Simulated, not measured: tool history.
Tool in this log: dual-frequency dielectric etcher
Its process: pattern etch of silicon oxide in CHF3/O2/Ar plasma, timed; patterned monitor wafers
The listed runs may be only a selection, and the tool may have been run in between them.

run,day,source power (kW),bias power (kW),etch time (s),mean etch depth across the wafer (nm)
1,0.000,0.640,0.207,696.0,1601.5
2,0.138,0.670,0.208,696.0,1653.4
3,0.208,0.690,0.209,696.0,1669.1
4,0.362,0.690,0.209,696.0,1664.8
5,0.579,0.710,0.210,696.0,1693.7
6,0.650,0.710,0.210,696.0,1687.8

For run 7, what comes out?
7,0.812,0.730,0.211,696.0,?

Run 7 yielded mean etch depth across the wafer (nm) 1728.5.

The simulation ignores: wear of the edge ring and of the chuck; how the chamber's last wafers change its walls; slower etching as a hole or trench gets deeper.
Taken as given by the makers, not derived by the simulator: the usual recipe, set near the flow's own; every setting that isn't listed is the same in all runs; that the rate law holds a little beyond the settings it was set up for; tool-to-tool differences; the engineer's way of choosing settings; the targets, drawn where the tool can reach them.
